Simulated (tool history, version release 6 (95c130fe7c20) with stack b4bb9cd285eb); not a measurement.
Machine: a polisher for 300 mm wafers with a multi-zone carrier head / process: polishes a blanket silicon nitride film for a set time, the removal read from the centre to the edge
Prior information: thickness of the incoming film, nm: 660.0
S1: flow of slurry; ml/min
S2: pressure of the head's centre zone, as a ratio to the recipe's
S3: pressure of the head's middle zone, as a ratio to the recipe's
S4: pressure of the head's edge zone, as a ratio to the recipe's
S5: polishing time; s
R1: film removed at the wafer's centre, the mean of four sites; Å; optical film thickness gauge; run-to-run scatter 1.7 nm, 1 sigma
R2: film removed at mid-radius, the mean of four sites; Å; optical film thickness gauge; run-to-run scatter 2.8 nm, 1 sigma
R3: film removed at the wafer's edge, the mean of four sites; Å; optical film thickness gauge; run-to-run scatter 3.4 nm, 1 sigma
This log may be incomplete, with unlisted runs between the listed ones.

Run 1, hour 0.0: S1 155 ml/min, S2 1.00, S3 1.00, S4 1.00, S5 80 s. Result: R1 2263.3 Å, R2 2275.5 Å, R3 2343.9 Å.
Run 2, hour 3.8: S1 155 ml/min, S2 1.00, S3 1.08, S4 1.00, S5 80 s. Result: R1 2250.4 Å, R2 2424.8 Å, R3 2312.7 Å.
Run 3, hour 6.8: S1 155 ml/min, S2 0.98, S3 1.06, S4 1.05, S5 82 s. Result: R1 2257.9 Å, R2 2480.1 Å, R3 2453.9 Å.
Run 4, hour 11.9: S1 155 ml/min, S2 1.02, S3 1.06, S4 1.05, S5 82 s. Result: R1 2309.1 Å, R2 2504.5 Å, R3 2429.2 Å.
Run 5, hour 19.5: S1 155 ml/min, S2 1.08, S3 1.06, S4 1.05, S5 82 s. Result: R1 2520.2 Å, R2 2413.4 Å, R3 2426.4 Å.
Run 6, hour 21.8: S1 155 ml/min, S2 1.08, S3 1.06, S4 1.05, S5 71 s. Result: R1 2157.5 Å, R2 2156.8 Å, R3 2067.6 Å.
Run 7, hour 27.8: S1 165 ml/min, S2 1.04, S3 1.03, S4 1.09, S5 75 s. Result: R1 2221.1 Å, R2 2243.7 Å, R3 2301.2 Å.
Run 8, hour 30.9: S1 175 ml/min, S2 1.01, S3 1.02, S4 1.12, S5 77 s. Result: R1 2227.1 Å, R2 2305.3 Å, R3 2385.5 Å.
Run 9, hour 37.9: S1 175 ml/min, S2 0.99, S3 1.00, S4 1.14, S5 80 s. Result: R1 2258.4 Å, R2 2390.8 Å, R3 2562.1 Å.

Expected results for the next run?
Run 10, hour 46.2: S1 175 ml/min, S2 0.98, S3 0.99, S4 1.15, S5 81 s. Result: R1 ?, R2 ?, R3 ?.

{"run 10": {"R1": 2295.9, "R2": 2359.2, "R3": 2578.6}}
